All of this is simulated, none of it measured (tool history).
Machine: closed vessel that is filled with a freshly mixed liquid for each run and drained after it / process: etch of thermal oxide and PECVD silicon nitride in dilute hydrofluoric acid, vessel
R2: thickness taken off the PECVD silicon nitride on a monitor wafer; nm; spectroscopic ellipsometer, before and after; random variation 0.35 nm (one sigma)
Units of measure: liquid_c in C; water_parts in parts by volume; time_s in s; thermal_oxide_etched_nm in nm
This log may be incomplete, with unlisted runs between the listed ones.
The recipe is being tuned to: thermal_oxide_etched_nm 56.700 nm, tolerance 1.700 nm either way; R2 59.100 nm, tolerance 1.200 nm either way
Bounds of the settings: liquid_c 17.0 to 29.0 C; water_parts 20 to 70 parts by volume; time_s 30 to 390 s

Run 1, hour 0.0: liquid_c 21.0 C, water_parts 40 parts by volume, time_s 200 s. Result: thermal_oxide_etched_nm 22.966 nm, R2 22.270 nm.
Run 2, hour 2.7: liquid_c 22.5 C, water_parts 40 parts by volume, time_s 200 s. Result: thermal_oxide_etched_nm 24.464 nm, R2 24.725 nm.
Run 3, hour 10.3: liquid_c 24.5 C, water_parts 40 parts by volume, time_s 200 s. Result: thermal_oxide_etched_nm 26.465 nm, R2 28.290 nm.
Run 4, hour 19.1: liquid_c 24.5 C, water_parts 40 parts by volume, time_s 235 s. Result: thermal_oxide_etched_nm 30.838 nm, R2 33.298 nm.
Run 5, hour 27.2: liquid_c 26.5 C, water_parts 40 parts by volume, time_s 235 s. Result: thermal_oxide_etched_nm 33.757 nm, R2 37.982 nm.
Run 6, hour 31.3: liquid_c 26.5 C, water_parts 35 parts by volume, time_s 235 s. Result: thermal_oxide_etched_nm 39.321 nm, R2 43.303 nm.
Run 7, hour 35.6: liquid_c 26.5 C, water_parts 30 parts by volume, time_s 230 s. Result: thermal_oxide_etched_nm 44.565 nm, R2 49.527 nm.
Run 8, hour 38.8: liquid_c 26.0 C, water_parts 25 parts by volume, time_s 230 s. Result: thermal_oxide_etched_nm 53.844 nm, R2 56.627 nm.

4 candidate next runs follow, results not yet known. Just one meets every target within its allowed miss. Identify it.
Run A, hour 42.0: liquid_c 25.0 C, water_parts 25 parts by volume, time_s 255 s. Result: thermal_oxide_etched_nm ?, R2 ?.
Run B, hour 42.0: liquid_c 25.0 C, water_parts 25 parts by volume, time_s 230 s. Result: thermal_oxide_etched_nm ?, R2 ?.
Run C, hour 42.0: liquid_c 26.0 C, water_parts 30 parts by volume, time_s 295 s. Result: thermal_oxide_etched_nm ?, R2 ?.
Run D, hour 42.0: liquid_c 27.0 C, water_parts 25 parts by volume, time_s 235 s. Result: thermal_oxide_etched_nm ?, R2 ?.

move  thermal_oxide_etched_nm      R2
   A                   55.258  58.940
   B                   49.841  53.162
   C                   55.139  61.175
   D                   55.323  62.151
A: every result lands within tolerance
B: lands further from the targets than the last run did
C: the result that was furthest off in the last run now lies on the other side of its target
D: the result that was furthest off in the last run now lies on the other side of its target
Move A is the one to make.
